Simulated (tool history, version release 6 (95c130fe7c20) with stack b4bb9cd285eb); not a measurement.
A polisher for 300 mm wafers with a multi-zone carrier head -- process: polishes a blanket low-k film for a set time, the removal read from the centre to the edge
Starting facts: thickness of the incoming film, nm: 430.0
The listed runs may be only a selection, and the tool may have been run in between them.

run  hour  flow of slurry (ml/min)  pressure of the head's centre zone  pressure of the head's middle zone  pressure of the head's edge zone  abrasive content of the slurry  polishing time (s)  film removed at the wafer's centre (nm)  film removed at mid-radius (nm)  film removed at the wafer's edge (nm)
  1     0                      245                                   1                                   1                                 1                               1                  41                                   22.041                           21.762                                 22.054
  2   6.4                      300                                   1                                   1                                 1                               1                  41                                   22.947                            22.51                                 22.157
  3   8.1                      315                                0.98                                   1                              0.97                             0.9                  41                                   21.963                           21.764                                 21.041
  4  14.7                      315                                0.98                                1.08                              0.97                             0.9                  41                                   21.854                           23.286                                 21.833
  5  21.4                      330                                0.96                                1.07                              0.93                             0.8                  41                                   21.064                           22.406                                 20.413
  6    26                      330                                0.94                                1.06                               0.9                            0.75                  41                                   20.582                           21.742                                 20.219
  7  32.5                      340                                0.94                                1.07                              0.89                             0.7                  40                                   19.662                           21.421                                 19.443

Predict the results of run 8:
  8  37.1                      335                                0.95                                1.08                              0.87                            0.65                  39                                        ?                                ?                                      ?

{"run 8": {"film removed at the wafer's centre (nm)": 18.86, "film removed at mid-radius (nm)": 20.553, "film removed at the wafer's edge (nm)": 17.944}}
